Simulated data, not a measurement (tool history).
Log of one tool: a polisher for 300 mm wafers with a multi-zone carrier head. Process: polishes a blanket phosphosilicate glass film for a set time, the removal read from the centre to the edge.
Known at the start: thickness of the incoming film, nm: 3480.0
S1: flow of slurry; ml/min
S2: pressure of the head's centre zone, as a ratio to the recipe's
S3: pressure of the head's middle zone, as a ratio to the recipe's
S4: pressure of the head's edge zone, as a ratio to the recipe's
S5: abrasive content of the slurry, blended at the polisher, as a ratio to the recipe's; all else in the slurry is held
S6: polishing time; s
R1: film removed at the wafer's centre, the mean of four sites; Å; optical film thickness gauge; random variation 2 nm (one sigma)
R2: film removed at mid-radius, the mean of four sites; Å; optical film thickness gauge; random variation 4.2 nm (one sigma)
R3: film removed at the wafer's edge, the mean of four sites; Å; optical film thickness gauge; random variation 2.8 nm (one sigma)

run,hour,S1,S2,S3,S4,S5,S6,R1,R2,R3
1,0,130,1,1,1,1,58,5034.9,4480.2,4630.6
2,2.3,115,0.94,1.01,0.99,0.85,54,4032.9,3805.8,4054.1
3,11.3,115,0.91,1.01,0.99,0.85,54,3927,3877,3951.6
4,17,115,0.91,1.01,0.94,0.85,54,3903.2,3881.1,3900.2
5,19.3,115,0.91,1.01,0.99,0.85,54,3851.4,3864.7,3963
6,24.7,110,0.88,1.02,0.98,0.75,51,3353.2,3535.2,3532.4
7,27,105,0.86,1.01,0.98,0.65,50,3043.5,3278.1,3294.7
# hour 30.5: centre zone pressure recalibrated
8,30.5,100,0.84,1.01,0.98,0.6,49,2502.1,3112,3102.2

The next listed run, before its measurement:
9,37.5,100,0.84,1.01,0.98,0.6,49,?,?,?

{"run 9": {"R1": 2507.4, "R2": 3101.2, "R3": 3169.4}}

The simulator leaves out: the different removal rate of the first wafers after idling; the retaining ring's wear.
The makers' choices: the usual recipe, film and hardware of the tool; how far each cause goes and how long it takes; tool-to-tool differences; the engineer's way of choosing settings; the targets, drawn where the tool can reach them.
